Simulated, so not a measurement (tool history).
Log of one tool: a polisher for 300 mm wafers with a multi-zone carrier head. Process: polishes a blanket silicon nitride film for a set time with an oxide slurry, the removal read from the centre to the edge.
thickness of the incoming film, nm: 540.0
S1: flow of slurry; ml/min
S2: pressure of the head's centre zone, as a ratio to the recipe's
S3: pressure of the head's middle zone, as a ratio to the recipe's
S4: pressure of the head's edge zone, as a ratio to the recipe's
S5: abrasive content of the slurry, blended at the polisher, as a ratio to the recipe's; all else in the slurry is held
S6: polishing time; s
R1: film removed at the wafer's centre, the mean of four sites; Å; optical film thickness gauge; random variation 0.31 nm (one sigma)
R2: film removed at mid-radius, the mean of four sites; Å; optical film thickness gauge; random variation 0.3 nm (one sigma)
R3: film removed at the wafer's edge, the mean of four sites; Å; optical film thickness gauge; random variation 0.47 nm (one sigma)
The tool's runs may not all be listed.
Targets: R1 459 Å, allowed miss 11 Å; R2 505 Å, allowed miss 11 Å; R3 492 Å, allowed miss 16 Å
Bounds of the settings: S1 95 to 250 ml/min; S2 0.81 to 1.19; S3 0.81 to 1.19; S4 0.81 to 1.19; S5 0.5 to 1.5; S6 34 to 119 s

run	day	S1	S2	S3	S4	S5	S6	R1	R2	R3
1	0	160	1	1	1	1	76	433.46	445.96	452.07
2	0.025	160	1	0.94	1	1	76	432.01	426.83	453.28
3	0.217	160	1	0.94	1.07	1	76	437.81	424	458.79
4	0.412	170	0.99	0.96	1.07	1	76	431.36	435.9	474.1
5	0.742	170	0.99	0.96	1.07	1	58	328.51	332.28	349.39
6	0.921	180	1	0.99	1.09	1.1	58	348.47	352.52	376.64
7	1.267	185	1.01	1.02	1.08	1.15	58	353.87	368.66	378.14
8	1.304	190	1.02	1.04	1.09	1.2	59	369.93	381.42	387.46
9	1.471	195	1.02	1.06	1.1	1.25	60	383.47	405.54	403.87
10	1.517	200	1.02	1.07	1.11	1.3	61	398.14	420.05	416.97
11	1.867	200	1.02	1.08	1.12	1.35	62	406.04	437.75	429.98
12	2.071	205	1.02	1.08	1.13	1.4	63	416.72	446.79	440.06
13	2.104	205	1.02	1.09	1.14	1.4	64	422.74	459.09	444.54
14	2.321	235	1.01	1.1	1.19	1.5	65	439.66	480.28	483.68
15	2.483	235	1.01	1.11	1.19	1.5	65	439.99	486.02	475.53

Which of these 5 next moves meets every target?
A	2.646	185	1.01	1.11	1.1	1.5	69	?	?	?
B	2.646	245	0.92	0.96	1.19	1.5	71	?	?	?
C	2.646	220	0.97	1.13	1.19	1.45	67	?	?	?
D	2.646	250	1.08	1.1	1.12	1.5	66	?	?	?
E	2.646	235	0.91	0.99	1.19	1.45	71	?	?	?

move	R1	R2	R3
A	457.11	507.94	480.69
B	442.1	480.58	521.77
C	430.88	504.69	482.53
D	484.55	497.62	473.88
E	430.99	485.29	514.8
A: meets every target
B: further off than the last run
C: further off than the last run
D: takes the result that was furthest off past its target
E: further off than the last run
The right move is A.
